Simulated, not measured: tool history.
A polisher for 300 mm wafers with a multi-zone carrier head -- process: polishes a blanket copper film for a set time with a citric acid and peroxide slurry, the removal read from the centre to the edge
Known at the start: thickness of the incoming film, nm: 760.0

run,hour,flow of slurry (ml/min),pressure of the head's centre zone,pressure of the head's middle zone,pressure of the head's edge zone,abrasive content of the slurry,polishing time (s),film removed at the wafer's centre (angstrom),film removed at mid-radius (angstrom),film removed at the wafer's edge (angstrom)
1,0,230,1,1,1,1,68,2061,2095.7,2044
2,6.6,240,0.99,1.05,1.03,1.15,71,2206.4,2374,2214.5
3,11.5,275,0.99,1.05,1.03,1.15,71,2233.5,2399.5,2276.1
4,18.9,275,0.99,1.05,1.03,1.15,84,2675.7,2854.7,2671.3
5,24.8,275,0.99,1.05,1.03,1.25,84,2670.6,2861.1,2717.4
6,27.6,285,0.98,1.08,1.05,1.3,84,2750.4,3020.1,2794.4

Predict the results of run 7:
7,35.3,295,0.97,1.1,1.06,1.3,84,?,?,?

film removed at the wafer's centre (angstrom): 2658.5
film removed at mid-radius (angstrom): 3081.1
film removed at the wafer's edge (angstrom): 2803.4
